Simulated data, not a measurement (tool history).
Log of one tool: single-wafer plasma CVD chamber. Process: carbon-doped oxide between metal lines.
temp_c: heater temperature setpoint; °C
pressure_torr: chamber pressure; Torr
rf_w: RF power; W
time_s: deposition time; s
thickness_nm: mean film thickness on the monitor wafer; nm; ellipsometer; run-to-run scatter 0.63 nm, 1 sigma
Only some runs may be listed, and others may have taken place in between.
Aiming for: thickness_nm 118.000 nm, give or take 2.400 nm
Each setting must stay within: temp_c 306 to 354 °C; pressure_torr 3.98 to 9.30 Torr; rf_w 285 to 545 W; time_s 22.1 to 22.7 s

run  hour  temp_c  pressure_torr  rf_w  time_s  thickness_nm
  1   0.0     330           6.64   415    22.1        93.663
  2   1.4     330           6.06   415    22.1        92.907
  3   9.9     326           6.30   445    22.2       100.330
  4  11.7     323           6.49   465    22.2       104.590
     15.2  -- RF generator calibrated
  5  15.2     321           6.61   480    22.2       112.070
  6  17.1     321           7.18   480    22.2       111.900
  7  18.7     319           7.33   480    22.2       113.470
  8  27.5     317           7.43   480    22.2       114.250
  9  36.3     315           7.52   480    22.2       114.420

Exactly one of the 4 candidate moves below puts every result within its allowed miss. Which one?
  A  45.1     318           7.36   520    22.1             ?
  B  45.1     317           8.51   525    22.7             ?
  C  45.1     314           7.17   475    22.1             ?
  D  45.1     311           6.90   435    22.3             ?

move  thickness_nm
   A       119.040
   B       124.640
   C       114.380
   D       110.030
A: each result inside its tolerance
B: carries the result that was furthest off beyond its target, to the other side
C: just as far off the targets as the last run
D: further off than the last run
Go with A: it meets all targets.

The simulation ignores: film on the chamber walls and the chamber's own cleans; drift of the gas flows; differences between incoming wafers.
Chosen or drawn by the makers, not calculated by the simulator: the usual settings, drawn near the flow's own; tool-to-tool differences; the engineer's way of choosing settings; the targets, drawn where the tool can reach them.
